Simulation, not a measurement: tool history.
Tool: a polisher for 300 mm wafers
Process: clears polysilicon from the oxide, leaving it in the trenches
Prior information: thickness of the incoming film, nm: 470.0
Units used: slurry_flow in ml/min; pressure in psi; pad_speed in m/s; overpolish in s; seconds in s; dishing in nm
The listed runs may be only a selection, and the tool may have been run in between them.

run	hour	slurry_flow	pressure	pad_speed	overpolish	seconds	dishing
1	0	205	2.1	0.94	22	43.759	68.963
2	7.2	250	2.1	0.94	22	42	67.595
3	9.1	250	2.6	0.94	22	34.231	69.362
4	14.9	205	2.6	0.94	22	35.104	69.414
5	21.2	225	2.7	0.86	19	36.756	67.501
6	30.1	225	2.7	1.02	19	30.711	69.187
7	32.2	245	2.8	0.94	17	31.751	68.907
8	35.2	235	2.9	0.9	15	32.07	65.598
9	38.2	250	3	0.84	13	32.59	64.87
10	46.7	265	3	0.8	12	34.276	61.759

Run 11 comes next. What will it give?
11	55.3	275	3	0.76	11	?	?

Logged for run 11: seconds 35.47 s, dishing 62.023 nm.
